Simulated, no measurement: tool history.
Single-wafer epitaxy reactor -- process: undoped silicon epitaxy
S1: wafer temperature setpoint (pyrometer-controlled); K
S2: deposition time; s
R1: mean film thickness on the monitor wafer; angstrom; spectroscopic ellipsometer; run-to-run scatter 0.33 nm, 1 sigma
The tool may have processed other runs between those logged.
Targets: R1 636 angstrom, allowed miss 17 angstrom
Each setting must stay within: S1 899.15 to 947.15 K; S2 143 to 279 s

Run 1, hour 0: S1 923.15 K, S2 211 s. Result: R1 404.88 angstrom.
Run 2, hour 3.7: S1 926.15 K, S2 211 s. Result: R1 431.08 angstrom.
Run 3, hour 9.2: S1 926.15 K, S2 229 s. Result: R1 470.14 angstrom.
Run 4, hour 10.3: S1 919.15 K, S2 229 s. Result: R1 401.77 angstrom.
Run 5, hour 19: S1 919.15 K, S2 200 s. Result: R1 350.28 angstrom.
Run 6, hour 25.5: S1 915.15 K, S2 200 s. Result: R1 319.32 angstrom.
Run 7, hour 33: S1 915.15 K, S2 200 s. Result: R1 322.61 angstrom.
At hour 33.6: pyrometer calibrated.
Run 8, hour 33.6: S1 915.15 K, S2 200 s. Result: R1 292.29 angstrom.
Run 9, hour 37.2: S1 919.15 K, S2 200 s. Result: R1 317.65 angstrom.
Run 10, hour 44.3: S1 924.15 K, S2 203 s. Result: R1 356.12 angstrom.
Run 11, hour 51.3: S1 928.15 K, S2 209 s. Result: R1 400.17 angstrom.
Run 12, hour 54.4: S1 931.15 K, S2 214 s. Result: R1 440.03 angstrom.
Run 13, hour 61.9: S1 934.15 K, S2 217 s. Result: R1 481.07 angstrom.
Run 14, hour 70.1: S1 946.15 K, S2 219 s. Result: R1 614.7 angstrom.

Below are 5 possible settings for the next run. Only one of them brings all results inside the allowed miss of their targets. Which is it?
Run A, hour 78.3: S1 945.15 K, S2 218 s. Result: R1 ?.
Run B, hour 78.3: S1 942.15 K, S2 224 s. Result: R1 ?.
Run C, hour 78.3: S1 943.15 K, S2 224 s. Result: R1 ?.
Run D, hour 78.3: S1 946.15 K, S2 208 s. Result: R1 ?.
Run E, hour 78.3: S1 946.15 K, S2 227 s. Result: R1 ?.

move      R1
   A  600.52
   B  580.29
   C  592.32
   D  584.78
   E   638.2
A: its largest miss is bigger than the last run's
B: its largest miss is bigger than the last run's
C: its largest miss is bigger than the last run's
D: its largest miss is bigger than the last run's
E: every result lands within tolerance
Correct choice: E, which meets every target

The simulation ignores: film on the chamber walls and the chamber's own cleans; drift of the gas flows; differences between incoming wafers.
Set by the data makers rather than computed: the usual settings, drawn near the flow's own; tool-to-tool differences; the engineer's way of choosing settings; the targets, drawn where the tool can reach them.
